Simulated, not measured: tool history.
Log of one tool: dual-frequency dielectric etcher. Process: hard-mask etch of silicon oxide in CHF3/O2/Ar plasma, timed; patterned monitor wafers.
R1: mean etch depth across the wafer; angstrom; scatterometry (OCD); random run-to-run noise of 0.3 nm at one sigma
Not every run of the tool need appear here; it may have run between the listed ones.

Run 1, hour 0.0: source power (kW) 0.780, bias power (kW) 0.158, etch time (s) 34.0. Result: R1 679.21 angstrom.
Run 2, hour 3.6: source power (kW) 0.650, bias power (kW) 0.158, etch time (s) 34.0. Result: R1 638.72 angstrom.
Run 3, hour 6.5: source power (kW) 0.630, bias power (kW) 0.156, etch time (s) 34.0. Result: R1 634.63 angstrom.
Run 4, hour 8.9: source power (kW) 0.630, bias power (kW) 0.180, etch time (s) 34.0. Result: R1 667.25 angstrom.
Run 5, hour 14.0: source power (kW) 0.630, bias power (kW) 0.180, etch time (s) 35.5. Result: R1 690.18 angstrom.
Run 6, hour 15.3: source power (kW) 0.630, bias power (kW) 0.180, etch time (s) 34.0. Result: R1 671.53 angstrom.
Run 7, hour 20.2: source power (kW) 0.610, bias power (kW) 0.175, etch time (s) 34.0. Result: R1 661.95 angstrom.
Run 8, hour 27.7: source power (kW) 0.590, bias power (kW) 0.169, etch time (s) 34.0. Result: R1 646.13 angstrom.

Run 9 is up next; what results do you expect?
Run 9, hour 31.5: source power (kW) 0.580, bias power (kW) 0.164, etch time (s) 34.0. Result: R1 ?.

Run 9 yielded R1 629.78 angstrom.
